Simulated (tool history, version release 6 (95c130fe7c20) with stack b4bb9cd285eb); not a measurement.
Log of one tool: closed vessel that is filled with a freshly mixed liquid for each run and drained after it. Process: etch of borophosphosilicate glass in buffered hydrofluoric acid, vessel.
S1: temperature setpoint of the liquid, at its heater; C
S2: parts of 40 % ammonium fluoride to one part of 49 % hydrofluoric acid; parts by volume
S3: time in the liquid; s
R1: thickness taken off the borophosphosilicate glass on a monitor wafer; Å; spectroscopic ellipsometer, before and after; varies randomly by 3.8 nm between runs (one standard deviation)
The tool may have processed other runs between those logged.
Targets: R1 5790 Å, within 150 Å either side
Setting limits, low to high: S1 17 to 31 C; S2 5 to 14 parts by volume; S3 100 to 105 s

run 1 hour=0 | S1=23 S2=8.5 S3=100 | R1=3850.1
run 2 hour=8 | S1=24 S2=8.5 S3=100 | R1=4067.3
run 3 hour=13.6 | S1=24.5 S2=8.5 S3=100 | R1=4191.6
run 4 hour=15.4 | S1=25 S2=8.5 S3=100 | R1=4315.3
run 5 hour=23.1 | S1=25.5 S2=8.5 S3=100 | R1=4413.3
run 6 hour=29.6 | S1=26 S2=8.5 S3=100 | R1=4520.3
run 7 hour=38 | S1=26.5 S2=8.5 S3=100 | R1=4625.7
run 8 hour=39.8 | S1=27 S2=8.5 S3=100 | R1=4758.2
run 9 hour=47.6 | S1=27.5 S2=8.5 S3=100 | R1=4913.4
-- hour=52 thermometer replaced
run 10 hour=52 | S1=28 S2=8.5 S3=100 | R1=5297.1
run 11 hour=57.8 | S1=28.5 S2=8.5 S3=100 | R1=5519.5

Consider the 4 candidate settings below. Which is the only one whose results all fall within their allowed miss of target?
run A hour=63.6 | S1=28 S2=8 S3=105 | R1=?
run B hour=63.6 | S1=27 S2=7.5 S3=105 | R1=?
run C hour=63.6 | S1=27.5 S2=8.5 S3=105 | R1=?
run D hour=63.6 | S1=29.5 S2=8.5 S3=100 | R1=?

move=A R1=5982.8
move=B R1=6090.6
move=C R1=5453.9
move=D R1=5767.6
A: the result that was furthest off in the last run now lies on the other side of its target
B: the result that was furthest off in the last run now lies on the other side of its target
C: lands further from the targets than the last run did
D: meets every target
The move that meets every target is D.
